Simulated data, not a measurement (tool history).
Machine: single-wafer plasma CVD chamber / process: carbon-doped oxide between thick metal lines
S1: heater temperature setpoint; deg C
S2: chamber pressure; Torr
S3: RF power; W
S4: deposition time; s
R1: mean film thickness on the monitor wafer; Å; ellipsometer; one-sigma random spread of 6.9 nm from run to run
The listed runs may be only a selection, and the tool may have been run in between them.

run	hour	S1	S2	S3	S4	R1
1	0.0	360	6.49	625	281	15982
2	2.5	360	6.49	625	289	16292
3	6.2	360	7.39	625	289	16478
4	10.5	363	6.97	600	288	15929
5	13.8	366	6.57	575	287	14932
6	15.6	366	6.57	615	287	15826
7	22.7	370	5.98	515	282	13032
8	31.4	371	5.87	510	282	12870
9	36.4	372	5.78	510	282	12936
10	37.1	374	5.64	435	281	10721
11	45.2	374	5.64	440	281	10890
12	49.4	374	5.64	440	281	10979
13	57.6	374	5.65	445	281	11051
14	63.5	374	5.66	450	281	11266
15	71.3	374	5.66	455	281	11397
16	80.2	374	5.66	460	281	11416

What will run 17 give?
17	88.6	374	5.67	465	281	?

R1: 11671 Å
